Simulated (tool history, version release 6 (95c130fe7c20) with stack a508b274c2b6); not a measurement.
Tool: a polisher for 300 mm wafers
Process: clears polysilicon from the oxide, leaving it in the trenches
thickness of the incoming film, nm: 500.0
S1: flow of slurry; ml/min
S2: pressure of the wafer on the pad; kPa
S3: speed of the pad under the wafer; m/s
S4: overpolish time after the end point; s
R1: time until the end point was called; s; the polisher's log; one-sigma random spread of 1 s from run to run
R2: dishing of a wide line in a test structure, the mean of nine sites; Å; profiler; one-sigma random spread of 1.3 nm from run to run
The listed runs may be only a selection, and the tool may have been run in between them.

run 1 day=0 | S1=185 S2=21.4 S3=0.92 S4=23 | R1=31.419 R2=895.66
run 2 day=0.112 | S1=185 S2=20 S3=0.88 S4=24 | R1=35.014 R2=919.21
run 3 day=0.421 | S1=185 S2=18.6 S3=0.86 S4=22 | R1=38.23 R2=876.73
run 4 day=0.575 | S1=185 S2=17.2 S3=0.84 S4=23 | R1=41.595 R2=896.54
run 5 day=0.883 | S1=210 S2=17.2 S3=0.84 S4=23 | R1=41.603 R2=888.68
run 6 day=1.233 | S1=210 S2=15.9 S3=0.82 S4=23 | R1=44.606 R2=865.26
run 7 day=1.404 | S1=210 S2=15.2 S3=0.8 S4=24 | R1=46.797 R2=845.63
run 8 day=1.771 | S1=200 S2=14.5 S3=0.78 S4=27 | R1=50.75 R2=888.02

Forecast run 9:
run 9 day=1.838 | S1=200 S2=13.8 S3=0.76 S4=27 | R1=? R2=?

{"run 9": {"R1": 54.883, "R2": 844.39}}
